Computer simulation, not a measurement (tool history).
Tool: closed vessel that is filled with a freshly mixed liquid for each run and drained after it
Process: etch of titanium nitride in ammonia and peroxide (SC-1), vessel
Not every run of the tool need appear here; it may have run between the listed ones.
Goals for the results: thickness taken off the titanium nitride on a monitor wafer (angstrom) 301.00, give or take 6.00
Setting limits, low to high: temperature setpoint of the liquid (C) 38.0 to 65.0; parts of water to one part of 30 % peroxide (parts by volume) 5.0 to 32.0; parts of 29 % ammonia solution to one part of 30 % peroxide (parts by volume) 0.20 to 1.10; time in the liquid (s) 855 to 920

| run | hour | temperature setpoint of the liquid (C) | parts of water to one part of 30 % peroxide (parts by volume) | parts of 29 % ammonia solution to one part of 30 % peroxide (parts by volume) | time in the liquid (s) | thickness taken off the titanium nitride on a monitor wafer (angstrom) |
|---|---|---|---|---|---|---|
| 1 | 0.0 | 49.0 | 17.5 | 0.60 | 855 | 330.57 |
| 2 | 6.8 | 52.5 | 17.5 | 0.60 | 855 | 425.76 |
| 3 | 11.7 | 52.0 | 17.5 | 0.60 | 855 | 409.44 |
| 4 | 17.5 | 51.5 | 17.5 | 0.60 | 855 | 391.29 |
| 5 | 23.6 | 51.0 | 17.5 | 0.60 | 855 | 381.45 |
| 6 | 25.9 | 51.0 | 12.5 | 0.60 | 855 | 455.57 |
| 7 | 29.8 | 50.5 | 12.5 | 0.60 | 855 | 440.91 |
| 8 | 34.8 | 50.0 | 12.5 | 0.60 | 855 | 427.04 |
| 9 | 39.2 | 49.5 | 12.5 | 0.60 | 855 | 411.76 |
| 10 | 40.6 | 49.0 | 12.5 | 0.60 | 855 | 399.65 |
| 11 | 43.7 | 48.5 | 12.5 | 0.60 | 855 | 384.18 |
| 12 | 51.9 | 44.5 | 12.5 | 0.60 | 855 | 289.52 |

Next run, 5 choices. One meets every target within its allowed miss, the rest don't. Which?
| A | 60.1 | 44.5 | 13.5 | 0.65 | 870 | ? |
| B | 60.1 | 45.0 | 17.0 | 0.80 | 855 | ? |
| C | 60.1 | 42.5 | 12.5 | 0.80 | 855 | ? |
| D | 60.1 | 43.0 | 12.5 | 0.70 | 890 | ? |
| E | 60.1 | 47.0 | 18.0 | 0.55 | 920 | ? |

| move | thickness taken off the titanium nitride on a monitor wafer (angstrom) |
|---|---|
| A | 287.15 |
| B | 267.90 |
| C | 263.39 |
| D | 278.03 |
| E | 301.37 |
A: its largest miss is bigger than the last run's
B: its largest miss is bigger than the last run's
C: its largest miss is bigger than the last run's
D: its largest miss is bigger than the last run's
E: each result inside its tolerance
The move that meets every target is E.
